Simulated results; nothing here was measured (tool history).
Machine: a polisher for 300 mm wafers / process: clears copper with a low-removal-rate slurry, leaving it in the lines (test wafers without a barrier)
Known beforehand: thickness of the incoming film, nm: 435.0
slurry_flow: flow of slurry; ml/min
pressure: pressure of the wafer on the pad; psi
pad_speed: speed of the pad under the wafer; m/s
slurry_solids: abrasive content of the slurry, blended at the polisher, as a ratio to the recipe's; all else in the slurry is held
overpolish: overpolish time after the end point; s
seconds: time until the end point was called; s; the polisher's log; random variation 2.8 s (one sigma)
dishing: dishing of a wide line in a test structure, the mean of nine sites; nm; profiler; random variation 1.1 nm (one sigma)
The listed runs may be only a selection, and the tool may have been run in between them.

run  hour  slurry_flow  pressure  pad_speed  slurry_solids  overpolish  seconds  dishing
  1     0          120       3.6        1.2              1          23   120.24   47.605
  2   6.8          120         4        1.2              1          23      112   53.041
  3  15.1          120         4       1.48              1          23   90.909   60.332
  4  23.1          120         4       1.48            1.2          23   85.922   60.399
  5  26.9          120       3.5       1.48            1.2          23   100.45   55.989
     30.6  -- worn pad replaced by a new one
  6  30.6          120       3.1       1.46            1.2          24   99.845   53.739
  7  37.9          115       2.8       1.34            1.2          27   119.29   50.756

Forecast run 8:
  8  39.2          110       2.5       1.28            1.2          29        ?        ?

{"run 8": {"seconds": 142.42, "dishing": 53.297}}
